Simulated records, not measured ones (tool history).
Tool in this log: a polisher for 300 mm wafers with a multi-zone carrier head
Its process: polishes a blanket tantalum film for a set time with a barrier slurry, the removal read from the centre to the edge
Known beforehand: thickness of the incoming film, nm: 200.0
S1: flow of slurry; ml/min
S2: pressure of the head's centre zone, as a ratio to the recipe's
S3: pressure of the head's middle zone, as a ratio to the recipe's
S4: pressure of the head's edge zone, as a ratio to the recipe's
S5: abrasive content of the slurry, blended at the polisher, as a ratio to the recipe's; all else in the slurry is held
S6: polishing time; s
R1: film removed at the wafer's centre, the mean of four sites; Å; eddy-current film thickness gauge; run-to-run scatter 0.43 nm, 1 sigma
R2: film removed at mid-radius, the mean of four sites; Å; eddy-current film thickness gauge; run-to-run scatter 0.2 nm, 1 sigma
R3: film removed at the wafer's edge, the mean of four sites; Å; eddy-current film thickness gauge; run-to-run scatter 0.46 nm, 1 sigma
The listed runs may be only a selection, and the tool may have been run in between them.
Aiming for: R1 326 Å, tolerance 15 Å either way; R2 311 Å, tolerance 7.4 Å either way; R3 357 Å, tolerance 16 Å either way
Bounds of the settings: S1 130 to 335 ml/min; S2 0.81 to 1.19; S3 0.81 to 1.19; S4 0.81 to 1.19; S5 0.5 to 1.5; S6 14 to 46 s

Run 1, day 0: S1 215 ml/min, S2 1, S3 1, S4 1, S5 1, S6 30 s. Result: R1 326.48 Å, R2 360.71 Å, R3 344.33 Å.
Run 2, day 0.05: S1 165 ml/min, S2 1, S3 1, S4 1, S5 1, S6 30 s. Result: R1 311.29 Å, R2 351.31 Å, R3 329.59 Å.
Run 3, day 0.238: S1 165 ml/min, S2 1, S3 1, S4 1.07, S5 1, S6 30 s. Result: R1 318.33 Å, R2 351.32 Å, R3 350.91 Å.
Run 4, day 0.525: S1 165 ml/min, S2 1, S3 1, S4 1.07, S5 1.15, S6 30 s. Result: R1 320.63 Å, R2 370.04 Å, R3 379.36 Å.
Run 5, day 0.846: S1 160 ml/min, S2 1.01, S3 0.96, S4 1.06, S5 1.15, S6 30 s. Result: R1 329.31 Å, R2 355.29 Å, R3 368.14 Å.
Run 6, day 0.896: S1 160 ml/min, S2 1.01, S3 0.96, S4 1.06, S5 1.25, S6 30 s. Result: R1 338.36 Å, R2 358.95 Å, R3 384.52 Å.
Run 7, day 0.983: S1 155 ml/min, S2 1, S3 0.93, S4 1.06, S5 1.25, S6 30 s. Result: R1 340.53 Å, R2 352.94 Å, R3 373.63 Å.
At day 1.246: centre zone pressure recalibrated.
Run 8, day 1.246: S1 155 ml/min, S2 0.99, S3 0.91, S4 1.08, S5 1.2, S6 30 s. Result: R1 370.71 Å, R2 343.88 Å, R3 375.96 Å.
Run 9, day 1.558: S1 150 ml/min, S2 0.99, S3 0.92, S4 1.1, S5 1.2, S6 29 s. Result: R1 349.34 Å, R2 329.47 Å, R3 363.47 Å.

5 candidate next runs follow, results not yet known. Just one meets every target within its allowed miss. Identify it.
Run A, day 1.871: S1 130 ml/min, S2 0.98, S3 0.95, S4 1.02, S5 1, S6 31 s. Result: R1 ?, R2 ?, R3 ?.
Run B, day 1.871: S1 130 ml/min, S2 0.97, S3 0.99, S4 0.95, S5 1.05, S6 29 s. Result: R1 ?, R2 ?, R3 ?.
Run C, day 1.871: S1 185 ml/min, S2 0.99, S3 0.88, S4 0.84, S5 0.65, S6 41 s. Result: R1 ?, R2 ?, R3 ?.
Run D, day 1.871: S1 135 ml/min, S2 0.97, S3 0.9, S4 1.13, S5 1.5, S6 26 s. Result: R1 ?, R2 ?, R3 ?.
Run E, day 1.871: S1 140 ml/min, S2 0.99, S3 0.82, S4 1.05, S5 1.2, S6 31 s. Result: R1 ?, R2 ?, R3 ?.

move      R1      R2      R3
   A  335.24  338.24  349.71
   B  317.11  334.22  322.38
   C  357.62  334.11  332.86
   D  318.77  310.16   352.9
   E   365.3  323.31  382.68
A: lands further from the targets than the last run did
B: lands further from the targets than the last run did
C: lands further from the targets than the last run did
D: all results in spec
E: about the same distance from the targets as the last run
So the answer is move D, the one that meets all the targets.
